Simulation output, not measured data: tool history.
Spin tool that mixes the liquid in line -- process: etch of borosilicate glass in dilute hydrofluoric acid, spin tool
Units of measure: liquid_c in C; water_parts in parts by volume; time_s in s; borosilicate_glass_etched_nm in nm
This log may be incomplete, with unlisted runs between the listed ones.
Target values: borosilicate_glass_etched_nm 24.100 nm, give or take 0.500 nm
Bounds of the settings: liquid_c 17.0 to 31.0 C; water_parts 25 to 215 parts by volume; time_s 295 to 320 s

{"run": 1, "hour": 0.0, "liquid_c": 23.0, "water_parts": 120, "time_s": 295, "borosilicate_glass_etched_nm": 40.281}
{"run": 2, "hour": 1.3, "liquid_c": 23.0, "water_parts": 120, "time_s": 320, "borosilicate_glass_etched_nm": 43.63}
{"run": 3, "hour": 3.2, "liquid_c": 24.5, "water_parts": 120, "time_s": 320, "borosilicate_glass_etched_nm": 46.355}
{"run": 4, "hour": 9.7, "liquid_c": 23.5, "water_parts": 130, "time_s": 320, "borosilicate_glass_etched_nm": 40.147}
{"run": 5, "hour": 15.4, "liquid_c": 22.5, "water_parts": 135, "time_s": 320, "borosilicate_glass_etched_nm": 37.641}
{"run": 6, "hour": 16.5, "liquid_c": 21.5, "water_parts": 140, "time_s": 320, "borosilicate_glass_etched_nm": 34.22}
{"run": 7, "hour": 17.5, "liquid_c": 21.0, "water_parts": 145, "time_s": 320, "borosilicate_glass_etched_nm": 32.445}
{"run": 8, "hour": 19.7, "liquid_c": 20.5, "water_parts": 150, "time_s": 320, "borosilicate_glass_etched_nm": 30.603}
{"run": 9, "hour": 20.3, "liquid_c": 20.0, "water_parts": 155, "time_s": 320, "borosilicate_glass_etched_nm": 28.615}
{"run": 10, "hour": 25.5, "liquid_c": 19.5, "water_parts": 155, "time_s": 320, "borosilicate_glass_etched_nm": 28.616}
{"run": 11, "hour": 27.6, "liquid_c": 19.0, "water_parts": 155, "time_s": 320, "borosilicate_glass_etched_nm": 27.982}

Next run, 4 choices. One meets every target within its allowed miss, the rest don't. Which?
{"run": "A", "hour": 29.7, "liquid_c": 17.0, "water_parts": 155, "time_s": 300, "borosilicate_glass_etched_nm": "?"}
{"run": "B", "hour": 29.7, "liquid_c": 20.5, "water_parts": 155, "time_s": 320, "borosilicate_glass_etched_nm": "?"}
{"run": "C", "hour": 29.7, "liquid_c": 17.0, "water_parts": 135, "time_s": 320, "borosilicate_glass_etched_nm": "?"}
{"run": "D", "hour": 29.7, "liquid_c": 21.5, "water_parts": 190, "time_s": 295, "borosilicate_glass_etched_nm": "?"}

move=A borosilicate_glass_etched_nm=23.818
move=B borosilicate_glass_etched_nm=29.241
move=C borosilicate_glass_etched_nm=29.744
move=D borosilicate_glass_etched_nm=22.048
A: every result within its allowed miss
B: lands further from the targets than the last run did
C: lands further from the targets than the last run did
D: takes the result that was furthest off past its target
A meets every target.
